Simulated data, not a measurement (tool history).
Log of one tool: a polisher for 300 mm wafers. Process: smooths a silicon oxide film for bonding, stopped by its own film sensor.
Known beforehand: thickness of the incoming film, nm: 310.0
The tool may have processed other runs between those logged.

| run | hour | flow of slurry (ml/min) | pressure of the wafer on the pad (psi) | speed of the pad under the wafer (cm/s) | abrasive content of the slurry | target thickness at which the film sensor stops the polish (angstrom) | time until the film sensor stopped the polish (s) |
|---|---|---|---|---|---|---|---|
| 1 | 0.0 | 135 | 1.6 | 100 | 1.0 | 2280 | 164.630 |
| 2 | 5.4 | 135 | 1.9 | 102 | 1.0 | 2280 | 139.600 |
| 3 | 8.9 | 135 | 2.1 | 106 | 1.0 | 2280 | 123.830 |
| 4 | 17.6 | 135 | 2.5 | 106 | 1.0 | 2280 | 102.330 |
| 5 | 25.9 | 135 | 2.5 | 112 | 1.0 | 2280 | 98.775 |
| 6 | 30.1 | 135 | 2.5 | 112 | 1.0 | 2280 | 98.823 |
| 7 | 37.2 | 135 | 2.5 | 116 | 1.0 | 2280 | 97.976 |

Run 8, settings as shown, results not yet in. Your forecast:
| 8 | 42.4 | 135 | 2.5 | 122 | 1.0 | 2280 | ? |

Run 8 gave time until the film sensor stopped the polish (s) 95.639.
